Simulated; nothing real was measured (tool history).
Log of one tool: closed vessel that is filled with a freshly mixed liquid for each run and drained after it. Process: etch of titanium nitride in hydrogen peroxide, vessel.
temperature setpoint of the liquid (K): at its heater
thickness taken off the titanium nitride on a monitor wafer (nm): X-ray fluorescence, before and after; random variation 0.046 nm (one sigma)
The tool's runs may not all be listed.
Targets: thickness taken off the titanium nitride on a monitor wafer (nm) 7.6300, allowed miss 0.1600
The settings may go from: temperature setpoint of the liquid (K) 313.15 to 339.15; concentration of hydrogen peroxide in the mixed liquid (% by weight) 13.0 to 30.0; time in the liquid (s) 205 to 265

run	hour	temperature setpoint of the liquid (K)	concentration of hydrogen peroxide in the mixed liquid (% by weight)	time in the liquid (s)	thickness taken off the titanium nitride on a monitor wafer (nm)
1	0.0	329.15	24.0	265	12.1920
2	0.7	327.65	24.0	265	10.9490
3	5.3	326.15	24.0	265	9.8708
4	11.1	325.15	24.0	265	9.1560
5	12.1	324.65	24.0	265	8.8316
6	18.2	324.65	19.0	265	8.4311
7	24.4	324.65	19.0	265	8.3617
8	32.8	324.15	19.0	265	8.0814
9	37.9	323.65	19.0	265	7.8377

Which of these 5 next moves meets every target?
A	43.0	324.65	20.5	250	?
B	43.0	324.65	16.0	265	?
C	43.0	325.65	20.5	235	?
D	43.0	322.65	23.5	265	?
E	43.0	324.65	23.0	250	?

move	thickness taken off the titanium nitride on a monitor wafer (nm)
A	8.1764
B	8.2216
C	8.2542
D	7.7290
E	8.3818
A: further off than the last run
B: further off than the last run
C: further off than the last run
D: meets every target
E: further off than the last run
Answer: D

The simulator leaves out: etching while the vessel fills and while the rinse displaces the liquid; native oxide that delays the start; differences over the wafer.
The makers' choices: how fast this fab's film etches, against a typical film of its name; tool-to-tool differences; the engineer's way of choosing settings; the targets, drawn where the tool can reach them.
